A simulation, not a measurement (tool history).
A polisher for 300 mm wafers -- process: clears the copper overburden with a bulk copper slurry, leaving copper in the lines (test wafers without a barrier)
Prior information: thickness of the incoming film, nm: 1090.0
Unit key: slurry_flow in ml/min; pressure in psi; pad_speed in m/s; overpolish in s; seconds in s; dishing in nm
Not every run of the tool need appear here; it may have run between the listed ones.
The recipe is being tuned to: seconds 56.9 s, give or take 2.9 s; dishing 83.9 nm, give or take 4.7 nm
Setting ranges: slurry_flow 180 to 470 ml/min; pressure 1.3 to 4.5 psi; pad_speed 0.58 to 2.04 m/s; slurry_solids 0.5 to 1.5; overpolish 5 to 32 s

Run 1, hour 0: slurry_flow 300 ml/min, pressure 2.9 psi, pad_speed 1.3 m/s, slurry_solids 1, overpolish 16 s. Result: seconds 82.201 s, dishing 74.165 nm.
Run 2, hour 0.8: slurry_flow 300 ml/min, pressure 3 psi, pad_speed 1.3 m/s, slurry_solids 1, overpolish 16 s. Result: seconds 81.711 s, dishing 76.849 nm.
Run 3, hour 6.7: slurry_flow 300 ml/min, pressure 3 psi, pad_speed 1.04 m/s, slurry_solids 1, overpolish 16 s. Result: seconds 102.86 s, dishing 68.192 nm.
Run 4, hour 12.6: slurry_flow 300 ml/min, pressure 3 psi, pad_speed 1.04 m/s, slurry_solids 1.2, overpolish 16 s. Result: seconds 94.681 s, dishing 72.526 nm.
Run 5, hour 20.8: slurry_flow 300 ml/min, pressure 3.2 psi, pad_speed 1.06 m/s, slurry_solids 1.2, overpolish 15 s. Result: seconds 89.398 s, dishing 70.051 nm.
Run 6, hour 26.5: slurry_flow 300 ml/min, pressure 3.2 psi, pad_speed 0.76 m/s, slurry_solids 1.2, overpolish 15 s. Result: seconds 125.41 s, dishing 59.48 nm.
At hour 34.4: worn pad replaced by a new one.
Run 7, hour 34.4: slurry_flow 300 ml/min, pressure 3.4 psi, pad_speed 0.82 m/s, slurry_solids 1.2, overpolish 15 s. Result: seconds 102.88 s, dishing 67.241 nm.
Run 8, hour 41.4: slurry_flow 300 ml/min, pressure 3.6 psi, pad_speed 0.84 m/s, slurry_solids 1.2, overpolish 14 s. Result: seconds 95.959 s, dishing 67.71 nm.

Pick the move, out of 4, that brings all results within their allowed miss; only one does.
Run A, hour 48.4: slurry_flow 185 ml/min, pressure 3.4 psi, pad_speed 0.76 m/s, slurry_solids 1.25, overpolish 13 s. Result: seconds ?, dishing ?.
Run B, hour 48.4: slurry_flow 350 ml/min, pressure 4.5 psi, pad_speed 1.56 m/s, slurry_solids 1.2, overpolish 12 s. Result: seconds ?, dishing ?.
Run C, hour 48.4: slurry_flow 300 ml/min, pressure 4.4 psi, pad_speed 1.18 m/s, slurry_solids 1.3, overpolish 14 s. Result: seconds ?, dishing ?.
Run D, hour 48.4: slurry_flow 410 ml/min, pressure 4.5 psi, pad_speed 1.3 m/s, slurry_solids 1.25, overpolish 18 s. Result: seconds ?, dishing ?.

move  seconds  dishing
   A   115.06   56.797
   B   43.647   87.288
   C   57.876   83.673
   D    51.02   92.499
A: the biggest miss grows against the last run
B: takes the result that was furthest off past its target
C: all results in spec
D: takes the result that was furthest off past its target
Correct choice: C, which meets every target

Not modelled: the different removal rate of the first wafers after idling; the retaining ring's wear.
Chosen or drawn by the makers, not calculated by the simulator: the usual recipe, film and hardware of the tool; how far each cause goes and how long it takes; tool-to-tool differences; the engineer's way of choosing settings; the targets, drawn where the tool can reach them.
